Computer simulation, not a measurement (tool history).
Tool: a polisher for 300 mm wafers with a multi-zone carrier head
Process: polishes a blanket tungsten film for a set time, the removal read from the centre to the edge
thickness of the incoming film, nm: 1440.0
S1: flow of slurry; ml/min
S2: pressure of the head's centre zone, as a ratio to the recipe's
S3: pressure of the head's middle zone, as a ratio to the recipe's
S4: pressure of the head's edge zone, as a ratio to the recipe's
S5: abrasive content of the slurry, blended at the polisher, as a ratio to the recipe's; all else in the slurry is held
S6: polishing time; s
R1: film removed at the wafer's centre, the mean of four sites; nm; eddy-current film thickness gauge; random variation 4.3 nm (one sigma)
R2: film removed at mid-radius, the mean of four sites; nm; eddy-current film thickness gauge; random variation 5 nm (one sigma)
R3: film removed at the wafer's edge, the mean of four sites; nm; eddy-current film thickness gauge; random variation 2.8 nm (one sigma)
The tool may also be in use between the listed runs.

run,hour,S1,S2,S3,S4,S5,S6,R1,R2,R3
1,0,310,1,1,1,1,40,307.38,312.8,296.77
2,2.2,320,1.05,0.98,1.04,1.15,40,336.72,314.07,316.53
3,6.3,320,1.05,0.98,0.99,1.15,40,333.75,316.42,308.01
4,6.9,320,1.05,0.98,1.04,1.15,40,337.76,299.77,316.95
5,13.8,355,1.05,0.98,1.04,1.15,40,334.12,306.82,318.85
6,17.3,390,1.05,0.98,1.04,1.15,40,338.8,319.37,316.64
7,22.9,390,1.09,0.99,1.06,1.25,40,362.03,321.54,328.67
8,24.8,390,1.12,1,1.08,1.3,40,377.57,333.13,333.76

Run 9 comes next. What will it give?
9,30.2,385,1.14,0.99,1.1,1.35,40,?,?,?

Run 9 gave R1 383.15 nm, R2 330.05 nm, R3 343.44 nm.
